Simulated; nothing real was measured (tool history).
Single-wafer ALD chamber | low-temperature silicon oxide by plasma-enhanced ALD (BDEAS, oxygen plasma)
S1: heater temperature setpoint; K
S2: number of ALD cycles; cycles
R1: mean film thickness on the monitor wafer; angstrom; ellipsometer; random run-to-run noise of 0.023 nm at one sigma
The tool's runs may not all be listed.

run 1 hour=0.0 | S1=378.15 S2=44 | R1=61.393
run 2 hour=1.5 | S1=382.15 S2=44 | R1=61.237
run 3 hour=6.2 | S1=382.15 S2=38 | R1=52.669
run 4 hour=12.5 | S1=383.15 S2=36 | R1=49.958
run 5 hour=13.5 | S1=383.15 S2=40 | R1=55.617
run 6 hour=18.4 | S1=383.15 S2=39 | R1=54.252

Run 7 has not been measured yet. What should we expect?
run 7 hour=23.1 | S1=383.15 S2=38 | R1=?

{"run 7": {"R1": 52.731}}
